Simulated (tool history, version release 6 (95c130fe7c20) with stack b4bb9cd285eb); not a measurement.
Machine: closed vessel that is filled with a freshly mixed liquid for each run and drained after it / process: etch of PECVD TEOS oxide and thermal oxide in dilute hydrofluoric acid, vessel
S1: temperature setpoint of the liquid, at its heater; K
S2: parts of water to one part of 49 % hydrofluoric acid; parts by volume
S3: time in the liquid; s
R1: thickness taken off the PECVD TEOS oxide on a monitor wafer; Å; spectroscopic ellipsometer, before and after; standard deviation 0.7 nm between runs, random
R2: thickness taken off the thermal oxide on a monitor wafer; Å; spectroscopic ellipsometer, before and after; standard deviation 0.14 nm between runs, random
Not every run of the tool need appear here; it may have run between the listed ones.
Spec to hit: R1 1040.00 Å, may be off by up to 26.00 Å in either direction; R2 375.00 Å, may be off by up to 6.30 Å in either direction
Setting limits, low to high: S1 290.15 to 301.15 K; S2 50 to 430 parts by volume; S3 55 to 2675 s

{"run": 1, "hour": 0.0, "S1": 293.15, "S2": 240, "S3": 1365, "R1": 557.0, "R2": 197.31}
{"run": 2, "hour": 5.6, "S1": 293.15, "S2": 160, "S3": 1365, "R1": 890.16, "R2": 320.62}
{"run": 3, "hour": 12.9, "S1": 293.65, "S2": 160, "S3": 1365, "R1": 900.98, "R2": 327.9}
{"run": 4, "hour": 19.3, "S1": 296.65, "S2": 160, "S3": 1365, "R1": 1034.6, "R2": 366.47}
{"run": 5, "hour": 21.1, "S1": 296.65, "S2": 210, "S3": 1365, "R1": 739.31, "R2": 265.23}
{"run": 6, "hour": 25.0, "S1": 296.65, "S2": 210, "S3": 1645, "R1": 876.7, "R2": 320.71}
{"run": 7, "hour": 30.6, "S1": 297.15, "S2": 210, "S3": 1645, "R1": 912.57, "R2": 327.67}
{"run": 8, "hour": 39.1, "S1": 297.65, "S2": 210, "S3": 1645, "R1": 917.65, "R2": 334.54}
{"run": 9, "hour": 40.8, "S1": 297.65, "S2": 210, "S3": 1645, "R1": 915.6, "R2": 334.06}
{"run": 10, "hour": 45.8, "S1": 298.15, "S2": 210, "S3": 1645, "R1": 930.99, "R2": 340.35}
{"run": 11, "hour": 48.6, "S1": 298.65, "S2": 210, "S3": 1645, "R1": 959.68, "R2": 344.9}
{"run": 12, "hour": 54.5, "S1": 299.65, "S2": 210, "S3": 1650, "R1": 992.77, "R2": 358.49}

Of the 4 settings listed for the next run, only one would bring every result within its allowed miss of target. Which one?
{"run": "A", "hour": 60.4, "S1": 300.15, "S2": 260, "S3": 1995, "R1": "?", "R2": "?"}
{"run": "B", "hour": 60.4, "S1": 300.65, "S2": 240, "S3": 1740, "R1": "?", "R2": "?"}
{"run": "C", "hour": 60.4, "S1": 301.15, "S2": 220, "S3": 1505, "R1": "?", "R2": "?"}
{"run": "D", "hour": 60.4, "S1": 301.15, "S2": 160, "S3": 1170, "R1": "?", "R2": "?"}

move=A R1=939.09 R2=337.80
move=B R1=921.99 R2=331.65
move=C R1=904.74 R2=325.45
move=D R1=1035.40 R2=372.46
A: lands further from the targets than the last run did
B: lands further from the targets than the last run did
C: lands further from the targets than the last run did
D: hits every target within its allowed miss
So the answer is move D, the one that meets all the targets.
